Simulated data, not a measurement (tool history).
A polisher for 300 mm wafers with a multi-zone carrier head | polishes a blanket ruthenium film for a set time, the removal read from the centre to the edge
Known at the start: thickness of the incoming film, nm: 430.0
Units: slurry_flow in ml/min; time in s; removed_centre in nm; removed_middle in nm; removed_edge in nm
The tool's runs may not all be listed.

run 1 hour=0.0 | slurry_flow=220 centre_zone=1.00 middle_zone=1.00 edge_zone=1.00 time=47 | removed_centre=54.182 removed_middle=55.934 removed_edge=54.533
run 2 hour=3.6 | slurry_flow=220 centre_zone=1.00 middle_zone=1.00 edge_zone=1.00 time=56 | removed_centre=64.561 removed_middle=65.618 removed_edge=64.691
run 3 hour=8.0 | slurry_flow=210 centre_zone=0.98 middle_zone=0.95 edge_zone=0.98 time=51 | removed_centre=56.487 removed_middle=57.433 removed_edge=58.762
run 4 hour=15.4 | slurry_flow=210 centre_zone=1.07 middle_zone=0.95 edge_zone=0.98 time=51 | removed_centre=60.195 removed_middle=57.630 removed_edge=58.034
run 5 hour=17.1 | slurry_flow=200 centre_zone=1.04 middle_zone=0.92 edge_zone=0.98 time=47 | removed_centre=55.066 removed_middle=52.185 removed_edge=54.590
run 6 hour=23.3 | slurry_flow=200 centre_zone=1.04 middle_zone=0.92 edge_zone=1.05 time=47 | removed_centre=54.926 removed_middle=51.501 removed_edge=55.346
run 7 hour=25.1 | slurry_flow=195 centre_zone=1.02 middle_zone=0.91 edge_zone=1.05 time=43 | removed_centre=47.932 removed_middle=46.813 removed_edge=49.624
run 8 hour=26.7 | slurry_flow=190 centre_zone=1.01 middle_zone=0.89 edge_zone=1.05 time=42 | removed_centre=47.768 removed_middle=45.238 removed_edge=48.378

Run 9 comes next. What will it give?
run 9 hour=29.7 | slurry_flow=180 centre_zone=0.91 middle_zone=0.84 edge_zone=1.06 time=37 | removed_centre=? removed_middle=? removed_edge=?

Run 9 gave removed_centre 38.365 nm, removed_middle 38.086 nm, removed_edge 42.159 nm.
